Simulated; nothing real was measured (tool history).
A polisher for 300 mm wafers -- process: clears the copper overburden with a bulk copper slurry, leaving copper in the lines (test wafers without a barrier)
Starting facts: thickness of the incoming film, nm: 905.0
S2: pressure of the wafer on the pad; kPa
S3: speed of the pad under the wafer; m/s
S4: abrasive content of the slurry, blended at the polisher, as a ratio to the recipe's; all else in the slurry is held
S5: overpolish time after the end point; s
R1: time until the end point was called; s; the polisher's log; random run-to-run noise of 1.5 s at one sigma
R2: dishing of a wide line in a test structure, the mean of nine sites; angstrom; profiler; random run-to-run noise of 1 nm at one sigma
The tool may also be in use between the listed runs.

Run 1, day 0.000: flow of slurry (ml/min) 305, S2 20.0 kPa, S3 1.04 m/s, S4 1.0, S5 25 s. Result: R1 105.00 s, R2 508.75 angstrom.
Run 2, day 0.254: flow of slurry (ml/min) 305, S2 20.0 kPa, S3 1.04 m/s, S4 1.0, S5 19 s. Result: R1 102.28 s, R2 484.87 angstrom.
Run 3, day 0.579: flow of slurry (ml/min) 305, S2 18.6 kPa, S3 1.04 m/s, S4 1.0, S5 19 s. Result: R1 109.67 s, R2 458.94 angstrom.
Run 4, day 0.646: flow of slurry (ml/min) 305, S2 17.2 kPa, S3 1.04 m/s, S4 1.0, S5 21 s. Result: R1 118.10 s, R2 459.43 angstrom.
Run 5, day 0.946: flow of slurry (ml/min) 305, S2 16.5 kPa, S3 1.04 m/s, S4 1.0, S5 22 s. Result: R1 124.85 s, R2 444.89 angstrom.
Run 6, day 1.275: flow of slurry (ml/min) 305, S2 15.9 kPa, S3 1.04 m/s, S4 1.0, S5 23 s. Result: R1 128.23 s, R2 465.73 angstrom.
Run 7, day 1.300: flow of slurry (ml/min) 305, S2 15.2 kPa, S3 1.04 m/s, S4 1.0, S5 22 s. Result: R1 134.71 s, R2 431.39 angstrom.

Run 8 has not been measured yet. What should we expect?
Run 8, day 1.462: flow of slurry (ml/min) 305, S2 15.2 kPa, S3 1.04 m/s, S4 1.0, S5 23 s. Result: R1 ?, R2 ?.

Run 8 measured R1 133.23 s, R2 446.62 angstrom.

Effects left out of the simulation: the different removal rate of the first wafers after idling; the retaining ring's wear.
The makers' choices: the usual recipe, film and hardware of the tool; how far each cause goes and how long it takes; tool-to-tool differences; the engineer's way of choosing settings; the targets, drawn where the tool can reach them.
